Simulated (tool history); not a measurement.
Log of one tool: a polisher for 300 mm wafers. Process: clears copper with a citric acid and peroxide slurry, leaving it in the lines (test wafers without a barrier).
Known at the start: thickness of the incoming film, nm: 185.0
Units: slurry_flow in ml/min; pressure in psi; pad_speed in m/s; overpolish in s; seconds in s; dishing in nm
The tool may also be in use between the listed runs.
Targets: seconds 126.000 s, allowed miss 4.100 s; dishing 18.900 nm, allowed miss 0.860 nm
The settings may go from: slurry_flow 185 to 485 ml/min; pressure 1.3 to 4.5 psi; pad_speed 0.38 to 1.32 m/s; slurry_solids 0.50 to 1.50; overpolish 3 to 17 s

run 1 hour=0.0 | slurry_flow=310 pressure=2.9 pad_speed=0.84 slurry_solids=1.00 overpolish=9 | seconds=88.777 dishing=15.162
run 2 hour=2.9 | slurry_flow=310 pressure=2.9 pad_speed=0.94 slurry_solids=1.00 overpolish=9 | seconds=80.081 dishing=17.031
run 3 hour=5.4 | slurry_flow=310 pressure=2.9 pad_speed=0.76 slurry_solids=1.00 overpolish=9 | seconds=98.719 dishing=13.941
run 4 hour=10.9 | slurry_flow=310 pressure=2.9 pad_speed=0.76 slurry_solids=1.00 overpolish=7 | seconds=97.062 dishing=11.013
run 5 hour=14.8 | slurry_flow=310 pressure=2.8 pad_speed=0.76 slurry_solids=1.00 overpolish=8 | seconds=100.400 dishing=12.485
run 6 hour=18.8 | slurry_flow=310 pressure=2.8 pad_speed=0.84 slurry_solids=1.00 overpolish=8 | seconds=91.268 dishing=13.369
run 7 hour=26.2 | slurry_flow=310 pressure=2.6 pad_speed=0.84 slurry_solids=1.00 overpolish=9 | seconds=95.492 dishing=14.369
run 8 hour=35.1 | slurry_flow=310 pressure=2.4 pad_speed=0.84 slurry_solids=1.00 overpolish=10 | seconds=100.990 dishing=15.072

5 next moves are on the table. One of them brings every result within its allowed miss. Which?
run A hour=44.0 | slurry_flow=285 pressure=2.2 pad_speed=0.78 slurry_solids=0.95 overpolish=16 | seconds=? dishing=?
run B hour=44.0 | slurry_flow=340 pressure=2.3 pad_speed=0.74 slurry_solids=1.05 overpolish=15 | seconds=? dishing=?
run C hour=44.0 | slurry_flow=310 pressure=2.1 pad_speed=0.72 slurry_solids=1.10 overpolish=14 | seconds=? dishing=?
run D hour=44.0 | slurry_flow=295 pressure=2.2 pad_speed=0.76 slurry_solids=1.10 overpolish=15 | seconds=? dishing=?
run E hour=44.0 | slurry_flow=290 pressure=2.1 pad_speed=0.74 slurry_solids=1.05 overpolish=16 | seconds=? dishing=?

move=A seconds=116.310 dishing=20.449
move=B seconds=114.830 dishing=19.546
move=C seconds=125.120 dishing=16.956
move=D seconds=115.830 dishing=19.373
move=E seconds=123.700 dishing=19.333
A: nearer than the last run, and not there yet
B: nearer than the last run, and not there yet
C: brings the result that was furthest off to its target, and leaves another outside
D: nearer than the last run, and not there yet
E: meets every target
The right move is E.

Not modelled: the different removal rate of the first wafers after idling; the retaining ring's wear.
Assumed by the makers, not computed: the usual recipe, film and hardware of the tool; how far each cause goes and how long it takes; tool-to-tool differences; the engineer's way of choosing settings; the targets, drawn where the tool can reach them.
